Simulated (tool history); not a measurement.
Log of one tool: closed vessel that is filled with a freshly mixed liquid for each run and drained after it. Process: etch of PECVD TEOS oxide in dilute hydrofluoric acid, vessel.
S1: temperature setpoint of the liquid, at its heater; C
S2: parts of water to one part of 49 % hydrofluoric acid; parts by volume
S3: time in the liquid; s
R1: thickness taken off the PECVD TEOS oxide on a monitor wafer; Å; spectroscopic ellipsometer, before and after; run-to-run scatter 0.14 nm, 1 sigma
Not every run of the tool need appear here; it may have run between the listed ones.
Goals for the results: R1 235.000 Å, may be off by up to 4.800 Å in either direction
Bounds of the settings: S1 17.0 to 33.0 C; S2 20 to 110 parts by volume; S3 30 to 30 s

run  hour    S1  S2  S3       R1
  1   0.0  25.0  60  30  121.000
  2   8.9  26.5  55  30  142.420
  3  13.6  27.5  55  30  148.200
  4  18.6  27.5  70  30  112.970
  5  24.6  27.5  85  30   91.126
  6  27.0  28.5  75  30  108.880
  7  33.5  29.5  70  30  123.340
  8  35.0  30.0  65  30  136.680
  9  37.6  30.5  60  30  151.240
 10  45.1  33.0  35  30  298.190
 11  54.4  29.0  35  30  253.680
 12  55.9  28.5  35  30  249.240
 13  60.5  28.0  35  30  242.840

Which single option among these 4 for the next run brings every result within its allowed miss of target? Just one does.
  A  65.1  32.0  40  30   ?
  B  65.1  30.5  40  30   ?
  C  65.1  31.5  40  30   ?
  D  65.1  26.0  35  30   ?

move       R1
   A  247.550
   B  233.400
   C  242.760
   D  224.220
A: its largest miss is bigger than the last run's
B: all results in spec
C: no nearer and no further than the last run
D: carries the result that was furthest off beyond its target, to the other side
The right move is B.

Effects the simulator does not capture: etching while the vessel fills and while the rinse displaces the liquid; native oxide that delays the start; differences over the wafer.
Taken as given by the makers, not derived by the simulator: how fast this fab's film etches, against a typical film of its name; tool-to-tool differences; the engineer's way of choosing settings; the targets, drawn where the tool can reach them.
